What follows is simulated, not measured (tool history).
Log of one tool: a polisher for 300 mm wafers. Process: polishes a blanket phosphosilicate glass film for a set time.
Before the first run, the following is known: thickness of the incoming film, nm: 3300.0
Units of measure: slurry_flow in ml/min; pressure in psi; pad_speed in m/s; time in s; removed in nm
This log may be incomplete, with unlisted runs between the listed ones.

run 1 hour=0.0 | slurry_flow=165 pressure=2.3 pad_speed=0.94 slurry_solids=1.0 time=82 | removed=414.52
run 2 hour=3.2 | slurry_flow=165 pressure=2.6 pad_speed=0.94 slurry_solids=1.0 time=82 | removed=474.98
run 3 hour=9.2 | slurry_flow=165 pressure=2.6 pad_speed=0.94 slurry_solids=1.0 time=82 | removed=469.68
run 4 hour=18.0 | slurry_flow=160 pressure=2.3 pad_speed=0.90 slurry_solids=1.0 time=82 | removed=402.67
run 5 hour=21.3 | slurry_flow=160 pressure=2.3 pad_speed=0.72 slurry_solids=1.0 time=82 | removed=333.20
run 6 hour=24.6 | slurry_flow=160 pressure=2.0 pad_speed=0.72 slurry_solids=1.0 time=82 | removed=295.63
run 7 hour=29.1 | slurry_flow=155 pressure=1.8 pad_speed=0.72 slurry_solids=1.0 time=82 | removed=269.43

Run 8 has not been measured yet. What should we expect?
run 8 hour=31.2 | slurry_flow=150 pressure=1.6 pad_speed=0.72 slurry_solids=1.0 time=82 | removed=?

Run 8 measured removed 238.81 nm.

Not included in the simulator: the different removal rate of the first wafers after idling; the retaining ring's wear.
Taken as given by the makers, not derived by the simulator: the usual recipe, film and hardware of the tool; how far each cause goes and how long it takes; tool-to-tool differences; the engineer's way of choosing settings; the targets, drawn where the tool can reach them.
